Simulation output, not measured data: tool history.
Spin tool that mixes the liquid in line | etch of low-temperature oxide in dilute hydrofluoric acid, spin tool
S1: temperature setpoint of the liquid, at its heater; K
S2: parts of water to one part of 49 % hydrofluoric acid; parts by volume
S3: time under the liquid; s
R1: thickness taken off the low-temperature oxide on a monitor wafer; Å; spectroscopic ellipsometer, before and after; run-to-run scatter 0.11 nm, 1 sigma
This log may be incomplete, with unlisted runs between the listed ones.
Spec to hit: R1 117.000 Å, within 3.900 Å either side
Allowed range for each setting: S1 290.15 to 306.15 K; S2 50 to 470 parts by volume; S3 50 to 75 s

{"run": 1, "hour": 0.0, "S1": 298.15, "S2": 260, "S3": 75, "R1": 27.594}
{"run": 2, "hour": 7.3, "S1": 298.15, "S2": 260, "S3": 75, "R1": 27.905}
{"run": 3, "hour": 11.8, "S1": 298.15, "S2": 260, "S3": 50, "R1": 18.657}
{"run": 4, "hour": 12.9, "S1": 298.15, "S2": 295, "S3": 50, "R1": 16.014}
{"run": 5, "hour": 14.1, "S1": 298.15, "S2": 345, "S3": 50, "R1": 12.952}
{"run": 6, "hour": 18.3, "S1": 300.65, "S2": 260, "S3": 55, "R1": 22.317}
{"run": 7, "hour": 22.9, "S1": 302.15, "S2": 200, "S3": 60, "R1": 35.754}
{"run": 8, "hour": 28.2, "S1": 303.15, "S2": 155, "S3": 65, "R1": 55.171}
{"run": 9, "hour": 34.4, "S1": 303.65, "S2": 125, "S3": 65, "R1": 71.294}
{"run": 10, "hour": 41.3, "S1": 304.15, "S2": 105, "S3": 65, "R1": 90.653}
{"run": 11, "hour": 44.6, "S1": 306.15, "S2": 80, "S3": 65, "R1": 130.86}
{"run": 12, "hour": 45.9, "S1": 305.65, "S2": 80, "S3": 65, "R1": 128.68}
{"run": 13, "hour": 49.8, "S1": 305.15, "S2": 80, "S3": 65, "R1": 126.61}
{"run": 14, "hour": 54.9, "S1": 304.65, "S2": 80, "S3": 65, "R1": 124.75}
{"run": 15, "hour": 61.4, "S1": 304.15, "S2": 80, "S3": 65, "R1": 122.71}

Of the 4 settings listed for the next run, only one would bring every result within its allowed miss of target. Which one?
{"run": "A", "hour": 67.9, "S1": 304.65, "S2": 90, "S3": 75, "R1": "?"}
{"run": "B", "hour": 67.9, "S1": 302.15, "S2": 95, "S3": 75, "R1": "?"}
{"run": "C", "hour": 67.9, "S1": 303.65, "S2": 75, "S3": 65, "R1": "?"}
{"run": "D", "hour": 67.9, "S1": 306.15, "S2": 95, "S3": 70, "R1": "?"}

move=A R1=124.540
move=B R1=106.620
move=C R1=127.540
move=D R1=115.530
A: misses by more than the last run did
B: pushes the last run's worst result past its target
C: misses by more than the last run did
D: in spec on every target
D is the move that brings every result within its allowed miss.
